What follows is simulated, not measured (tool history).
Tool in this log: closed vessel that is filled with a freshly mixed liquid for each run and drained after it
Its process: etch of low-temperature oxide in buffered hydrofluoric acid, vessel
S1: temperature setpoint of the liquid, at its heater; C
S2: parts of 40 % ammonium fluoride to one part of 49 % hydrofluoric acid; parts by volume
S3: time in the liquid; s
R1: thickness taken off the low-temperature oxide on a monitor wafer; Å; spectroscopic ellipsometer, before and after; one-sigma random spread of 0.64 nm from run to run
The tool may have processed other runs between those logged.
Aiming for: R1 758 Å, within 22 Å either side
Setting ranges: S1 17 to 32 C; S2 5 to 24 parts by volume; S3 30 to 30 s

Run 1, hour 0: S1 24 C, S2 14.5 parts by volume, S3 30 s. Result: R1 638.13 Å.
Run 2, hour 4.4: S1 24 C, S2 14.5 parts by volume, S3 30 s. Result: R1 646.42 Å.
Run 3, hour 10.6: S1 24 C, S2 14.5 parts by volume, S3 30 s. Result: R1 643.25 Å.
Run 4, hour 17.5: S1 24 C, S2 17.5 parts by volume, S3 30 s. Result: R1 537.81 Å.
Run 5, hour 18.3: S1 24 C, S2 17.5 parts by volume, S3 30 s. Result: R1 542.55 Å.
Run 6, hour 19.2: S1 21.5 C, S2 17.5 parts by volume, S3 30 s. Result: R1 471.65 Å.
Run 7, hour 21.9: S1 24.5 C, S2 17.5 parts by volume, S3 30 s. Result: R1 555.63 Å.
Run 8, hour 28.1: S1 26 C, S2 17.5 parts by volume, S3 30 s. Result: R1 593.33 Å.
Run 9, hour 31: S1 27.5 C, S2 17.5 parts by volume, S3 30 s. Result: R1 655.48 Å.
Run 10, hour 37: S1 28.5 C, S2 17.5 parts by volume, S3 30 s. Result: R1 676.99 Å.
Run 11, hour 43.1: S1 31.5 C, S2 17.5 parts by volume, S3 30 s. Result: R1 790.68 Å.

4 next moves are on the table. One of them brings every result within its allowed miss. Which?
Run A, hour 49.2: S1 31 C, S2 17 parts by volume, S3 30 s. Result: R1 ?.
Run B, hour 49.2: S1 29.5 C, S2 15 parts by volume, S3 30 s. Result: R1 ?.
Run C, hour 49.2: S1 32 C, S2 19 parts by volume, S3 30 s. Result: R1 ?.
Run D, hour 49.2: S1 30 C, S2 16 parts by volume, S3 30 s. Result: R1 ?.

move      R1
   A  797.79
   B  834.09
   C  753.42
   D  803.69
A: misses by more than the last run did
B: misses by more than the last run did
C: meets every target
D: misses by more than the last run did
Move C is the one to make.
